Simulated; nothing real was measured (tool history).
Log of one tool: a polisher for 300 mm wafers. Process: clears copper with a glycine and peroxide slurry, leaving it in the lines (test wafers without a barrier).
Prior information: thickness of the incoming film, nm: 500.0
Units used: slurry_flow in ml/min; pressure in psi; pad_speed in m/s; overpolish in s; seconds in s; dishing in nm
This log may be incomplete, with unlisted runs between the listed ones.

run,hour,slurry_flow,pressure,pad_speed,overpolish,seconds,dishing
1,0.0,250,2.3,1.22,19,90.502,62.142
2,6.0,250,2.0,1.18,21,105.630,59.984
3,7.8,250,1.8,1.16,23,111.270,59.069
4,15.3,250,1.6,1.12,25,126.640,55.425
5,21.3,250,1.3,1.12,25,145.980,49.229
# hour 27.5: head pressure recalibrated
6,27.5,250,1.2,1.10,27,147.190,51.956
7,32.6,250,1.2,1.10,27,146.140,52.366
8,34.9,250,1.2,1.08,28,147.300,52.471
9,38.9,250,1.2,1.06,29,150.700,54.454
10,42.4,250,1.2,1.04,30,155.680,55.289
11,50.7,250,1.2,1.04,31,157.630,54.282

The next listed run, before its measurement:
12,56.8,250,1.2,1.04,32,?,?

Run 12 yielded seconds 152.540 s, dishing 59.106 nm.
